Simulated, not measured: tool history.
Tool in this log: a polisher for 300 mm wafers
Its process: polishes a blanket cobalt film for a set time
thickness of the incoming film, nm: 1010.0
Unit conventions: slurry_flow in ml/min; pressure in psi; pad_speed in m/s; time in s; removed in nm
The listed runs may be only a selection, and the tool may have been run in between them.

Run 1, day 0: slurry_flow 225 ml/min, pressure 2.5 psi, pad_speed 1.06 m/s, time 28 s. Result: removed 152.23 nm.
Run 2, day 0.267: slurry_flow 225 ml/min, pressure 2.6 psi, pad_speed 1.06 m/s, time 28 s. Result: removed 157.87 nm.
Run 3, day 0.3: slurry_flow 225 ml/min, pressure 2.6 psi, pad_speed 1.22 m/s, time 28 s. Result: removed 179.26 nm.
Run 4, day 0.354: slurry_flow 225 ml/min, pressure 2.6 psi, pad_speed 1 m/s, time 28 s. Result: removed 153.29 nm.
Run 5, day 0.521: slurry_flow 225 ml/min, pressure 2.6 psi, pad_speed 0.72 m/s, time 28 s. Result: removed 124.2 nm.
Run 6, day 0.767: slurry_flow 225 ml/min, pressure 2.8 psi, pad_speed 0.72 m/s, time 28 s. Result: removed 129.47 nm.
Run 7, day 0.879: slurry_flow 225 ml/min, pressure 3.1 psi, pad_speed 0.74 m/s, time 28 s. Result: removed 146.24 nm.
Run 8, day 1.146: slurry_flow 225 ml/min, pressure 3.3 psi, pad_speed 0.74 m/s, time 28 s. Result: removed 155.22 nm.
Run 9, day 1.383: slurry_flow 225 ml/min, pressure 3.3 psi, pad_speed 0.74 m/s, time 28 s. Result: removed 150.71 nm.
Run 10, day 1.575: slurry_flow 225 ml/min, pressure 3.4 psi, pad_speed 0.76 m/s, time 28 s. Result: removed 161.92 nm.

What will run 11 give?
Run 11, day 1.867: slurry_flow 225 ml/min, pressure 3.5 psi, pad_speed 0.76 m/s, time 28 s. Result: removed ?.

removed: 165.33 nm
